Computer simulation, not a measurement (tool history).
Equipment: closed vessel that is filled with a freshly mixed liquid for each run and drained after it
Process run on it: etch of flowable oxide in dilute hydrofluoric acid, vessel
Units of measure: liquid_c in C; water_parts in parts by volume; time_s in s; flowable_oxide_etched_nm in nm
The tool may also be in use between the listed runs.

run,hour,liquid_c,water_parts,time_s,flowable_oxide_etched_nm
1,0,22,75,140,56.174
2,3.7,21.5,75,140,55.131
3,10.5,21,75,140,53.77
4,14.7,20.5,75,140,53.065
5,21.4,20.5,50,140,81.209
6,30,19,50,140,76.444
7,31.6,19,55,140,69.142
8,32.2,19,60,140,62.947
9,33.5,19,65,140,57.794
10,37.6,18,80,140,44.449
11,42.9,17.5,85,140,40.685

Run 12 comes next. What will it give?
12,50.2,17,90,140,?

{"run 12": {"flowable_oxide_etched_nm": 37.237}}
